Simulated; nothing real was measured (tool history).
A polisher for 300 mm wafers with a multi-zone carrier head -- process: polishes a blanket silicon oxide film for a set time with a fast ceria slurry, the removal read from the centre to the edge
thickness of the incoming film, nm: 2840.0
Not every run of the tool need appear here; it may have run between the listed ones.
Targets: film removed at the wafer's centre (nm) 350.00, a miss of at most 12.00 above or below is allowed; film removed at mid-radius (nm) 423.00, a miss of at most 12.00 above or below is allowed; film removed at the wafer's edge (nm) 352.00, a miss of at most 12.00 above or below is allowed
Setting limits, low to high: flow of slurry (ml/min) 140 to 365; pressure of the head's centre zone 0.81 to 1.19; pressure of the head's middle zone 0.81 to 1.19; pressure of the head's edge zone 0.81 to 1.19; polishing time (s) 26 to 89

run	hour	flow of slurry (ml/min)	pressure of the head's centre zone	pressure of the head's middle zone	pressure of the head's edge zone	polishing time (s)	film removed at the wafer's centre (nm)	film removed at mid-radius (nm)	film removed at the wafer's edge (nm)
1	0.0	235	1.00	1.00	1.00	57	428.57	446.41	450.90
2	3.0	235	0.99	1.02	0.97	56	418.01	444.09	426.08
3	10.0	285	0.99	1.02	0.97	56	422.88	457.10	434.01
4	17.9	280	0.98	1.02	0.95	55	417.64	441.86	423.38
5	26.4	280	0.98	1.02	0.95	63	468.36	509.05	480.60
6	27.3	280	0.97	1.03	0.93	61	455.63	488.87	465.90
7	35.2	285	0.96	1.05	0.92	59	438.15	490.13	447.23
8	41.7	285	0.95	1.06	0.91	57	420.32	478.54	438.07
9	49.8	290	0.95	1.07	0.90	55	411.78	463.00	416.84
10	53.7	245	0.89	1.11	0.81	49	329.02	420.22	350.02

4 candidate next runs follow, results not yet known. Just one meets every target within its allowed miss. Identify it.
A	57.6	230	0.85	1.01	0.87	51	?	?	?
B	57.6	230	1.00	1.19	0.94	47	?	?	?
C	57.6	315	1.00	1.19	0.81	45	?	?	?
D	57.6	310	0.93	1.05	0.83	48	?	?	?

move	film removed at the wafer's centre (nm)	film removed at mid-radius (nm)	film removed at the wafer's edge (nm)
A	328.20	401.81	365.98
B	356.77	425.72	348.65
C	353.91	420.95	319.77
D	349.98	402.84	345.02
A: no nearer and no further than the last run
B: hits every target within its allowed miss
C: the furthest-off result lands on target, but another misses its tolerance
D: the furthest-off result lands on target, but another misses its tolerance
B meets every target.

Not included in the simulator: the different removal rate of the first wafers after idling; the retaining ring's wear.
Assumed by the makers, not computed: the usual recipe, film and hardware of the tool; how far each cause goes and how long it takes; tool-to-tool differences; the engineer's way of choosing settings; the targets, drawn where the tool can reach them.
